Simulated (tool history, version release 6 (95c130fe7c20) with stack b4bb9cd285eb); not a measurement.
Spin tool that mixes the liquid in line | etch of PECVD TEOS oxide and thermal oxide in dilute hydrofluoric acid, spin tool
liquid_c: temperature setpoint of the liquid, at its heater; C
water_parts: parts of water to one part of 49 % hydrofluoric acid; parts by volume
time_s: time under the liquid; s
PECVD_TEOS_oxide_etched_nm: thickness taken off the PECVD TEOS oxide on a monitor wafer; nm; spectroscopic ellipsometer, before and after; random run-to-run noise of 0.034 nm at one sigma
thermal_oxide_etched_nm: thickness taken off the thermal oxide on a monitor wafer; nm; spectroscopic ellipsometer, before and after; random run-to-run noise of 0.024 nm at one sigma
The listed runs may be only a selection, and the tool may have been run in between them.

run  hour  liquid_c  water_parts  time_s  PECVD_TEOS_oxide_etched_nm  thermal_oxide_etched_nm
  1   0.0      23.0          140     180                     10.5840                   5.2676
  2   2.9      21.5          150     180                      9.1507                   4.6530
  3  11.2      21.0          160     180                      8.4097                   4.1870
  4  17.2      19.5          160     180                      7.9246                   3.9100
  5  18.3      19.0          165     180                      7.5103                   3.6933
  6  19.3      19.0          165     135                      5.6574                   2.8037

Predict the results of run 7:
  7  26.8      20.0          165     135                           ?                        ?

{"run 7": {"PECVD_TEOS_oxide_etched_nm": 5.804, "thermal_oxide_etched_nm": 2.8656}}

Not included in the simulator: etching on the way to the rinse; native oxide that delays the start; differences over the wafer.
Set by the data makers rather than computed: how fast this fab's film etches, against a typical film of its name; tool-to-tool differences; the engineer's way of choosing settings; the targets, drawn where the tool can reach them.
